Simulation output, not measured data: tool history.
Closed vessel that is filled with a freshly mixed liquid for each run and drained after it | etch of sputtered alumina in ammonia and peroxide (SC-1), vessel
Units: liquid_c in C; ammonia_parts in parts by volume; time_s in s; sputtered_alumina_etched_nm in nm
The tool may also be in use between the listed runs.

| run | day | liquid_c | ammonia_parts | time_s | sputtered_alumina_etched_nm |
|---|---|---|---|---|---|
| 1 | 0 | 59 | 0.55 | 405 | 29.028 |
| 2 | 0.254 | 59 | 0.55 | 435 | 31.42 |
| 3 | 0.329 | 59 | 0.45 | 435 | 30.72 |
| 4 | 0.517 | 54.5 | 0.45 | 435 | 24.181 |
| 5 | 0.575 | 59 | 0.45 | 435 | 31.344 |
| 6 | 0.825 | 61.5 | 0.45 | 435 | 35.062 |

Forecast run 7:
| 7 | 0.871 | 64 | 0.45 | 435 | ? |

Run 7 gave sputtered_alumina_etched_nm 39.332 nm.
